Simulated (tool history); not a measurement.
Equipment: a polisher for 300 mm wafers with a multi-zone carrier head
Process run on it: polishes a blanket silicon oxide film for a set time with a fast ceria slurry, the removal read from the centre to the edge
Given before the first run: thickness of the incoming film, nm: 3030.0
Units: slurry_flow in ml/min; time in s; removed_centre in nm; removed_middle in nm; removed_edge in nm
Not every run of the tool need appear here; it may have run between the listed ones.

| run | hour | slurry_flow | centre_zone | middle_zone | edge_zone | time | removed_centre | removed_middle | removed_edge |
|---|---|---|---|---|---|---|---|---|---|
| 1 | 0 | 120 | 1 | 1 | 1 | 73 | 1016 | 1063.2 | 1133.8 |
| 2 | 1.5 | 120 | 1.04 | 1 | 1 | 73 | 1060.1 | 1052.3 | 1128.1 |
| 3 | 9.2 | 120 | 1.04 | 1.06 | 1 | 73 | 1075.6 | 1106.2 | 1128 |
| 4 | 15.7 | 115 | 1.03 | 1.06 | 0.99 | 73 | 1012.7 | 1082.5 | 1103.7 |
| 5 | 21.4 | 115 | 1.03 | 1.06 | 0.93 | 73 | 1010.7 | 1072.5 | 1086.4 |
| 6 | 25.6 | 110 | 1.03 | 1.06 | 0.93 | 73 | 1001.5 | 1057.9 | 1075.7 |
|  | 33.3 | slurry nozzle cleaned |
| 7 | 33.3 | 90 | 0.98 | 1.06 | 0.94 | 73 | 1047.3 | 1157.7 | 1129.1 |

What will run 8 give?
| 8 | 40.8 | 100 | 0.98 | 1.06 | 0.93 | 73 | ? | ? | ? |

Logged for run 8: removed_centre 1084.3 nm, removed_middle 1202.8 nm, removed_edge 1151.6 nm.

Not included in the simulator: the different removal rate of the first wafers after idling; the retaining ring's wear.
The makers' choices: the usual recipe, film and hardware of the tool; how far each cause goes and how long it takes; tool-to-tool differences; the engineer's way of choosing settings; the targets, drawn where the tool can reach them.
